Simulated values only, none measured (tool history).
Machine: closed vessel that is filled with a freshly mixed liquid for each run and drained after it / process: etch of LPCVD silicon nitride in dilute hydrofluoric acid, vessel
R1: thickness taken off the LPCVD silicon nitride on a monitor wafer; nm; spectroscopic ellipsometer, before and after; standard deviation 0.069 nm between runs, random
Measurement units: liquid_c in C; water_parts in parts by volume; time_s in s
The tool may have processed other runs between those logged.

Run 1, hour 0.0: liquid_c 21.0 C, water_parts 100 parts by volume, time_s 2910 s. Result: R1 11.507 nm.
Run 2, hour 4.3: liquid_c 21.0 C, water_parts 80 parts by volume, time_s 2910 s. Result: R1 14.427 nm.
Run 3, hour 10.8: liquid_c 21.0 C, water_parts 60 parts by volume, time_s 2910 s. Result: R1 18.971 nm.
Run 4, hour 14.0: liquid_c 20.5 C, water_parts 65 parts by volume, time_s 2910 s. Result: R1 16.971 nm.
Run 5, hour 17.6: liquid_c 20.5 C, water_parts 45 parts by volume, time_s 2910 s. Result: R1 24.349 nm.
Run 6, hour 26.3: liquid_c 20.0 C, water_parts 55 parts by volume, time_s 2910 s. Result: R1 19.369 nm.
Run 7, hour 30.0: liquid_c 19.5 C, water_parts 60 parts by volume, time_s 2910 s. Result: R1 17.055 nm.

What will run 8 give?
Run 8, hour 38.6: liquid_c 19.0 C, water_parts 65 parts by volume, time_s 2910 s. Result: R1 ?.

R1: 15.253 nm
